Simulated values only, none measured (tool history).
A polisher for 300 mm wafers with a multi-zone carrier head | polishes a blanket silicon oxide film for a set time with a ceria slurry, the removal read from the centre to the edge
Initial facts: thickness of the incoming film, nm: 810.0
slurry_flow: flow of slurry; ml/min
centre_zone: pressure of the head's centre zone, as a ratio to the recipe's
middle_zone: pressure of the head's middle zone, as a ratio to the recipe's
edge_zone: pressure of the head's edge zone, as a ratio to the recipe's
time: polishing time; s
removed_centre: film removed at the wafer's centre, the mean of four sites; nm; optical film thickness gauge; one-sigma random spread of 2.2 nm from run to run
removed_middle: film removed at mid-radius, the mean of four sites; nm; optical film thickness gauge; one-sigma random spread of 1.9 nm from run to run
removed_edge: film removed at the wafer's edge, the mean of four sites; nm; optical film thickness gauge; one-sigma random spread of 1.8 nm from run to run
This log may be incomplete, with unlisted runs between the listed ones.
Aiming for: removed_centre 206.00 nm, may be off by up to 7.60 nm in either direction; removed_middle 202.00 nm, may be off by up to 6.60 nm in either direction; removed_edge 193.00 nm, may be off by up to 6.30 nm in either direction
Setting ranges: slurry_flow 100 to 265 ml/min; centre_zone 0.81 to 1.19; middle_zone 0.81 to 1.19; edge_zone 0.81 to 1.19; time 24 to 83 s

run 1 hour=0.0 | slurry_flow=170 centre_zone=1.00 middle_zone=1.00 edge_zone=1.00 time=53 | removed_centre=250.66 removed_middle=249.02 removed_edge=253.44
run 2 hour=1.1 | slurry_flow=170 centre_zone=1.00 middle_zone=1.00 edge_zone=1.00 time=58 | removed_centre=274.75 removed_middle=277.13 removed_edge=272.10
run 3 hour=5.3 | slurry_flow=170 centre_zone=1.00 middle_zone=1.00 edge_zone=1.08 time=58 | removed_centre=274.56 removed_middle=273.83 removed_edge=285.25
run 4 hour=8.7 | slurry_flow=170 centre_zone=1.00 middle_zone=0.92 edge_zone=1.08 time=58 | removed_centre=276.84 removed_middle=257.39 removed_edge=281.38
run 5 hour=16.5 | slurry_flow=170 centre_zone=1.00 middle_zone=0.98 edge_zone=1.08 time=58 | removed_centre=271.32 removed_middle=271.06 removed_edge=290.10
run 6 hour=23.4 | slurry_flow=165 centre_zone=0.97 middle_zone=0.96 edge_zone=1.02 time=56 | removed_centre=257.67 removed_middle=253.97 removed_edge=272.10
run 7 hour=24.6 | slurry_flow=165 centre_zone=0.98 middle_zone=0.97 edge_zone=0.99 time=53 | removed_centre=243.27 removed_middle=245.72 removed_edge=251.51
run 8 hour=26.8 | slurry_flow=160 centre_zone=0.99 middle_zone=0.96 edge_zone=0.96 time=51 | removed_centre=234.83 removed_middle=234.54 removed_edge=236.12
run 9 hour=34.5 | slurry_flow=155 centre_zone=0.99 middle_zone=0.95 edge_zone=0.93 time=50 | removed_centre=232.88 removed_middle=224.43 removed_edge=229.16
run 10 hour=42.6 | slurry_flow=150 centre_zone=0.99 middle_zone=0.96 edge_zone=0.91 time=49 | removed_centre=221.20 removed_middle=218.90 removed_edge=220.30
run 11 hour=43.5 | slurry_flow=145 centre_zone=1.00 middle_zone=0.96 edge_zone=0.89 time=48 | removed_centre=216.76 removed_middle=213.45 removed_edge=210.33
run 12 hour=47.4 | slurry_flow=135 centre_zone=1.01 middle_zone=0.96 edge_zone=0.88 time=48 | removed_centre=221.84 removed_middle=214.84 removed_edge=206.36
run 13 hour=50.9 | slurry_flow=115 centre_zone=0.97 middle_zone=0.92 edge_zone=0.82 time=46 | removed_centre=202.05 removed_middle=192.95 removed_edge=192.52

Consider the 5 candidate settings below. Which is the only one whose results all fall within their allowed miss of target?
run A hour=54.4 | slurry_flow=120 centre_zone=1.05 middle_zone=1.01 edge_zone=0.89 time=44 | removed_centre=? removed_middle=? removed_edge=?
run B hour=54.4 | slurry_flow=160 centre_zone=1.09 middle_zone=0.83 edge_zone=0.81 time=45 | removed_centre=? removed_middle=? removed_edge=?
run C hour=54.4 | slurry_flow=105 centre_zone=0.89 middle_zone=0.85 edge_zone=0.87 time=49 | removed_centre=? removed_middle=? removed_edge=?
run D hour=54.4 | slurry_flow=105 centre_zone=1.01 middle_zone=0.90 edge_zone=0.89 time=45 | removed_centre=? removed_middle=? removed_edge=?
run E hour=54.4 | slurry_flow=100 centre_zone=0.98 middle_zone=0.91 edge_zone=0.85 time=46 | removed_centre=? removed_middle=? removed_edge=?

move=A removed_centre=210.18 removed_middle=196.82 removed_edge=191.66
move=B removed_centre=232.13 removed_middle=177.82 removed_edge=193.79
move=C removed_centre=197.33 removed_middle=186.28 removed_edge=208.80
move=D removed_centre=202.86 removed_middle=179.24 removed_edge=193.62
move=E removed_centre=200.18 removed_middle=183.59 removed_edge=192.83
A: meets every target
B: misses by more than the last run did
C: misses by more than the last run did
D: misses by more than the last run did
E: misses by more than the last run did
Answer: A

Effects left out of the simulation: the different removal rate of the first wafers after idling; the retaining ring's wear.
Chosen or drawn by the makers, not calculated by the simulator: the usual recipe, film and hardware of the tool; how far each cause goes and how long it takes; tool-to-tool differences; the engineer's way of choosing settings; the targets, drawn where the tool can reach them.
